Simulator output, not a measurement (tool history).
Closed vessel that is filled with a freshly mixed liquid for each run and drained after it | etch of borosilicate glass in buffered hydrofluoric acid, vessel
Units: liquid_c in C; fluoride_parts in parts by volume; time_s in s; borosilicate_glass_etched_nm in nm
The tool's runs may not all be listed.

run 1 hour=0.0 | liquid_c=22.0 fluoride_parts=20 time_s=30 | borosilicate_glass_etched_nm=16.474
run 2 hour=2.9 | liquid_c=23.0 fluoride_parts=20 time_s=30 | borosilicate_glass_etched_nm=17.406
run 3 hour=9.8 | liquid_c=23.5 fluoride_parts=20 time_s=30 | borosilicate_glass_etched_nm=17.707
run 4 hour=16.3 | liquid_c=23.5 fluoride_parts=20 time_s=30 | borosilicate_glass_etched_nm=17.794
run 5 hour=21.7 | liquid_c=24.0 fluoride_parts=20 time_s=30 | borosilicate_glass_etched_nm=18.149
run 6 hour=24.9 | liquid_c=24.0 fluoride_parts=22 time_s=30 | borosilicate_glass_etched_nm=17.050

Run 7 comes next. What will it give?
run 7 hour=29.8 | liquid_c=25.0 fluoride_parts=22 time_s=30 | borosilicate_glass_etched_nm=?

Run 7 gave borosilicate_glass_etched_nm 18.172 nm.

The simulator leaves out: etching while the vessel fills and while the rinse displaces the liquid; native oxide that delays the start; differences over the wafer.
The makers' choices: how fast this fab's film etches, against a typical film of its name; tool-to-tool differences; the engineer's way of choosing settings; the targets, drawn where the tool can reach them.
